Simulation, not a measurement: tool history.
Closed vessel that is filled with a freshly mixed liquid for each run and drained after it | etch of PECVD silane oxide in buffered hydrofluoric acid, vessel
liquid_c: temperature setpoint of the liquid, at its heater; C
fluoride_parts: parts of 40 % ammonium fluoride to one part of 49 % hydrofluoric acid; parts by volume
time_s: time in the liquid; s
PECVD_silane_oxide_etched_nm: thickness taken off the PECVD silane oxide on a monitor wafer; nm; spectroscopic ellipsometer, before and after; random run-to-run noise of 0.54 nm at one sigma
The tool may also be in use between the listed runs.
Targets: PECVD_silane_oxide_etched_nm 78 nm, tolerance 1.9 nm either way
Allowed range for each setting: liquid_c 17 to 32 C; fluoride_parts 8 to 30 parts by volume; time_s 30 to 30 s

run,hour,liquid_c,fluoride_parts,time_s,PECVD_silane_oxide_etched_nm
1,0,24,22.5,30,29.097
2,6.7,24,19,30,33.247
3,12,24,19,30,33.008
4,20.4,24,19,30,33.101
5,21.1,24,13,30,48.019
6,29.3,25,13,30,50.307
# hour 35.4: thermometer replaced
7,35.4,26,13,30,56.7
8,41.6,26.5,13,30,58.284
9,50.3,27,13,30,58.922
10,53.7,27.5,13,30,60.967
11,59.8,28,13,30,63.365
12,61.6,28.5,13,30,65.475

5 next moves are on the table. One of them brings every result within its allowed miss. Which?
A,63.4,28.5,12,30,?
B,63.4,28,9,30,?
C,63.4,31,11.5,30,?
D,63.4,30,12.5,30,?
E,63.4,28,10.5,30,?

move,PECVD_silane_oxide_etched_nm
A,70.005
B,86.986
C,83.221
D,72.809
E,77.646
A: better than the last run, though not everything is in spec
B: the result that was furthest off in the last run now lies on the other side of its target
C: the result that was furthest off in the last run now lies on the other side of its target
D: better than the last run, though not everything is in spec
E: every result within its allowed miss
So the answer is move E, the one that meets all the targets.
